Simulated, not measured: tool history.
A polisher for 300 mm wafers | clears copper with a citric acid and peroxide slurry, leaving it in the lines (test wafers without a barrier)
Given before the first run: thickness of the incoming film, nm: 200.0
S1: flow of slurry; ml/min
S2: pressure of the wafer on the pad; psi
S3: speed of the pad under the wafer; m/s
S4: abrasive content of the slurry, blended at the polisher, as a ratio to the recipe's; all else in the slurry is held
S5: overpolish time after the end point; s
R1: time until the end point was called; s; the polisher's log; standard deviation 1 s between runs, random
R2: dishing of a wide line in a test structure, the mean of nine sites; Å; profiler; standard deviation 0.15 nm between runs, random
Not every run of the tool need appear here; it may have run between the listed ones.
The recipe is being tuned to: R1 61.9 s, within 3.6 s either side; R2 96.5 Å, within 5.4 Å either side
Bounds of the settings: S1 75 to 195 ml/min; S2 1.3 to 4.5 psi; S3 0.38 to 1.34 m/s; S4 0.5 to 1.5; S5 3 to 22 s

Run 1, hour 0: S1 125 ml/min, S2 2.9 psi, S3 0.86 m/s, S4 1, S5 11 s. Result: R1 113.43 s, R2 140.82 Å.
Run 2, hour 3.4: S1 125 ml/min, S2 2.9 psi, S3 0.86 m/s, S4 1, S5 9 s. Result: R1 114.74 s, R2 116.48 Å.
Run 3, hour 5: S1 130 ml/min, S2 3.1 psi, S3 0.88 m/s, S4 1, S5 8 s. Result: R1 105.97 s, R2 114.54 Å.
Run 4, hour 12.2: S1 130 ml/min, S2 3.1 psi, S3 0.88 m/s, S4 1, S5 4 s. Result: R1 102.76 s, R2 58.026 Å.
Run 5, hour 20.2: S1 135 ml/min, S2 3.4 psi, S3 0.88 m/s, S4 1, S5 4 s. Result: R1 91.367 s, R2 64.527 Å.
Run 6, hour 23.5: S1 135 ml/min, S2 3 psi, S3 0.88 m/s, S4 1, S5 4 s. Result: R1 104.51 s, R2 55.372 Å.
Run 7, hour 27.1: S1 135 ml/min, S2 3 psi, S3 0.88 m/s, S4 1, S5 4 s. Result: R1 107.45 s, R2 56.971 Å.
Run 8, hour 35.5: S1 135 ml/min, S2 3.3 psi, S3 0.88 m/s, S4 1, S5 4 s. Result: R1 96.227 s, R2 62.632 Å.
Run 9, hour 42.3: S1 135 ml/min, S2 3.5 psi, S3 0.88 m/s, S4 1, S5 4 s. Result: R1 88.641 s, R2 66.903 Å.
Run 10, hour 46.7: S1 135 ml/min, S2 3.7 psi, S3 0.88 m/s, S4 1, S5 4 s. Result: R1 84.739 s, R2 68.757 Å.
Run 11, hour 53.9: S1 135 ml/min, S2 3.9 psi, S3 0.9 m/s, S4 1, S5 4 s. Result: R1 80.803 s, R2 73.322 Å.
Run 12, hour 59.1: S1 135 ml/min, S2 4 psi, S3 0.92 m/s, S4 1, S5 4 s. Result: R1 77.201 s, R2 75.092 Å.
Run 13, hour 61.3: S1 150 ml/min, S2 4.5 psi, S3 0.96 m/s, S4 1, S5 5 s. Result: R1 64.423 s, R2 114.21 Å.
Run 14, hour 70.1: S1 145 ml/min, S2 4.5 psi, S3 0.96 m/s, S4 1, S5 5 s. Result: R1 63.217 s, R2 112.99 Å.
Run 15, hour 77.5: S1 140 ml/min, S2 4.5 psi, S3 0.96 m/s, S4 1, S5 5 s. Result: R1 64.595 s, R2 114.73 Å.
Run 16, hour 78.7: S1 145 ml/min, S2 4.5 psi, S3 0.96 m/s, S4 1, S5 5 s. Result: R1 62.889 s, R2 114.33 Å.

4 next moves are on the table. One of them brings every result within its allowed miss. Which?
Run A, hour 79.9: S1 150 ml/min, S2 4.5 psi, S3 1.14 m/s, S4 1.15, S5 4 s. Result: R1 ?, R2 ?.
Run B, hour 79.9: S1 125 ml/min, S2 4.5 psi, S3 1.2 m/s, S4 0.9, S5 4 s. Result: R1 ?, R2 ?.
Run C, hour 79.9: S1 115 ml/min, S2 4.5 psi, S3 0.96 m/s, S4 1.35, S5 4 s. Result: R1 ?, R2 ?.
Run D, hour 79.9: S1 120 ml/min, S2 4.1 psi, S3 0.94 m/s, S4 1.1, S5 4 s. Result: R1 ?, R2 ?.

move      R1      R2
   A  51.899  111.19
   B  53.702   107.6
   C  61.414   94.56
   D  71.718  81.324
A: nearer the targets than the last run, but a result is still out of spec
B: nearer the targets than the last run, but a result is still out of spec
C: meets every target
D: carries the result that was furthest off beyond its target, to the other side
So the answer is move C, the one that meets all the targets.
